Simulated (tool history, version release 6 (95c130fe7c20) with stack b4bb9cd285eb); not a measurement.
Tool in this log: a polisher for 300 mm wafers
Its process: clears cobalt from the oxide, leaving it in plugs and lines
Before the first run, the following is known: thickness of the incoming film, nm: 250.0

run,hour,flow of slurry (ml/min),pressure of the wafer on the pad (kPa),speed of the pad under the wafer (cm/s),overpolish time after the end point (s),time until the end point was called (s),dishing of a wide line in a test structure (Å)
1,0.0,200,16.5,84,17,52.562,542.93
2,8.0,200,16.5,84,11,50.999,405.85
3,12.9,200,15.2,84,14,54.998,452.82
4,20.8,200,11.7,84,14,70.513,393.67
5,27.4,200,11.0,84,16,75.220,408.78
6,33.2,200,11.0,84,18,75.674,438.73
7,39.6,200,11.0,84,20,75.017,474.73
8,42.1,200,11.0,84,21,74.375,495.60
9,50.2,200,11.0,84,22,75.536,504.36
10,59.0,200,11.0,84,23,74.427,519.08
11,67.1,200,11.0,84,23,73.398,522.87
12,69.3,200,11.0,84,24,74.070,526.73
13,77.4,195,9.7,84,28,84.279,540.08

The next listed run, before its measurement:
14,83.2,200,9.7,84,28,?,?

Run 14 produced time until the end point was called (s) 85.008, dishing of a wide line in a test structure (Å) 536.32.
